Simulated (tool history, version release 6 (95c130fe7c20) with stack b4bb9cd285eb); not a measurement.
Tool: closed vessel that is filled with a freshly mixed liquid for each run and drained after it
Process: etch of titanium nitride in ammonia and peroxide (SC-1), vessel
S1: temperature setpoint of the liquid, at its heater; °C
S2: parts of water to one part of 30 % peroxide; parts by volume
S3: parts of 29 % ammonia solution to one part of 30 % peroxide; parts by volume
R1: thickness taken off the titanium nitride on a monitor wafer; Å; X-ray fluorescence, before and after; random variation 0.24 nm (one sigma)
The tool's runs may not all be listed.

Run 1, hour 0: S1 58 °C, S2 20.5 parts by volume, S3 0.65 parts by volume, time in the liquid (s) 180. Result: R1 157.13 Å.
Run 2, hour 2.7: S1 60 °C, S2 20.5 parts by volume, S3 0.65 parts by volume, time in the liquid (s) 180. Result: R1 180.53 Å.
Run 3, hour 7.4: S1 60 °C, S2 16 parts by volume, S3 0.65 parts by volume, time in the liquid (s) 180. Result: R1 205.2 Å.
Run 4, hour 13.1: S1 61 °C, S2 16 parts by volume, S3 0.65 parts by volume, time in the liquid (s) 180. Result: R1 218.6 Å.
Run 5, hour 15.2: S1 62 °C, S2 16 parts by volume, S3 0.65 parts by volume, time in the liquid (s) 180. Result: R1 237.06 Å.
Run 6, hour 24: S1 62 °C, S2 21.5 parts by volume, S3 0.65 parts by volume, time in the liquid (s) 180. Result: R1 196.62 Å.
Run 7, hour 27.6: S1 63.5 °C, S2 21.5 parts by volume, S3 0.65 parts by volume, time in the liquid (s) 180. Result: R1 218.61 Å.
Run 8, hour 29.8: S1 64.5 °C, S2 21.5 parts by volume, S3 0.65 parts by volume, time in the liquid (s) 180. Result: R1 236.19 Å.
Run 9, hour 34.4: S1 65.5 °C, S2 21.5 parts by volume, S3 0.65 parts by volume, time in the liquid (s) 180. Result: R1 253.18 Å.
Run 10, hour 39.8: S1 66 °C, S2 21.5 parts by volume, S3 0.65 parts by volume, time in the liquid (s) 180. Result: R1 258.67 Å.
Run 11, hour 46.5: S1 66.5 °C, S2 21.5 parts by volume, S3 0.65 parts by volume, time in the liquid (s) 180. Result: R1 269.52 Å.

Forecast run 12:
Run 12, hour 54: S1 67 °C, S2 21.5 parts by volume, S3 0.65 parts by volume, time in the liquid (s) 180. Result: R1 ?.

Run 12 gave R1 271.53 Å.
